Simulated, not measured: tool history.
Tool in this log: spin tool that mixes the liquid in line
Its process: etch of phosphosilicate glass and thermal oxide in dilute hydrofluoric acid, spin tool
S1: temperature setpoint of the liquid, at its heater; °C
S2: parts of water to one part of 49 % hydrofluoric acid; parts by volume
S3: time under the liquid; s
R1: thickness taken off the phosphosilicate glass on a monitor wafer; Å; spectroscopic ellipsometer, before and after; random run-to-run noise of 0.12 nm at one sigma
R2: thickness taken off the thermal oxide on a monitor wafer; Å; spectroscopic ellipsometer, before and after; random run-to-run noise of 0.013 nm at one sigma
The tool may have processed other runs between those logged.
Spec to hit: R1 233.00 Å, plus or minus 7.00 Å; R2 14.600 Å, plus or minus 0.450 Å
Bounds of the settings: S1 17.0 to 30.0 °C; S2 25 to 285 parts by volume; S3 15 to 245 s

run  hour    S1   S2   S3      R1      R2
  1   0.0  22.0  155  125  551.85  33.782
  2   3.3  22.0  155   85  374.75  22.922
  3  12.0  22.0  155  120  528.44  32.760
  4  13.2  19.0  155  120  466.50  29.451
  5  19.0  21.0  155  120  508.76  31.264
  6  25.8  23.0  155  120  547.31  33.998
  7  29.9  22.0  170  120  466.89  29.419
  8  34.0  18.0  235  115  262.98  16.597
  9  35.1  18.0  240  115  255.73  16.231
 10  40.8  18.0  250  115  246.53  15.336

5 candidate next runs follow, results not yet known. Just one meets every target within its allowed miss. Identify it.
  A  46.5  23.0  270   95   ?   ?
  B  46.5  19.5  265  105   ?   ?
  C  46.5  19.0  275  110   ?   ?
  D  46.5  30.0  285   95   ?   ?
  E  46.5  17.0  250  115   ?   ?

move      R1      R2
   A  220.28  13.748
   B  219.26  13.685
   C  215.30  13.437
   D  260.90  16.283
   E  234.52  14.637
A: moves the result that the last run missed by most past its target, out the other side
B: moves the result that the last run missed by most past its target, out the other side
C: moves the result that the last run missed by most past its target, out the other side
D: its largest miss is bigger than the last run's
E: hits every target within its allowed miss
E is the move that brings every result within its allowed miss.
